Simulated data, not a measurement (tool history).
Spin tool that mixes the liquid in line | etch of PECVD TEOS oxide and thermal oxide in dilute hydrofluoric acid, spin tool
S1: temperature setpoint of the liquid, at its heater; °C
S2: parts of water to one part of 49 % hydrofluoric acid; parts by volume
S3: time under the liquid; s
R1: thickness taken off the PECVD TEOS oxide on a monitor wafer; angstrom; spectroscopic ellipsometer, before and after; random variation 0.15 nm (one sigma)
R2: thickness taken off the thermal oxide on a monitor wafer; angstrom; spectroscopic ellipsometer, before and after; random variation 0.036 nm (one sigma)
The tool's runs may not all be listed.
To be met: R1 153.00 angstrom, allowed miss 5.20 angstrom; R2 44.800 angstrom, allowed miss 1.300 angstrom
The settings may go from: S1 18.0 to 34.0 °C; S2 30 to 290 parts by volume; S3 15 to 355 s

run,hour,S1,S2,S3,R1,R2
1,0.0,26.0,160,180,173.95,50.366
2,2.6,28.0,160,180,189.69,54.171
3,7.6,29.5,160,180,197.41,58.305
4,16.0,28.5,160,180,190.81,55.506
5,23.8,28.5,215,180,132.34,39.194
6,31.8,29.0,215,180,135.07,38.780
7,37.3,29.5,215,180,137.37,40.769
8,44.8,30.5,210,180,145.64,42.418

Which of these 4 next moves meets every target?
A,52.3,33.0,205,170,?,?
B,52.3,27.0,270,275,?,?
C,52.3,26.5,265,270,?,?
D,52.3,25.0,230,240,?,?

move,R1,R2
A,152.86,44.909
B,142.13,41.757
C,140.51,41.281
D,141.69,41.628
A: meets every target
B: further off than the last run
C: further off than the last run
D: further off than the last run
Answer: A

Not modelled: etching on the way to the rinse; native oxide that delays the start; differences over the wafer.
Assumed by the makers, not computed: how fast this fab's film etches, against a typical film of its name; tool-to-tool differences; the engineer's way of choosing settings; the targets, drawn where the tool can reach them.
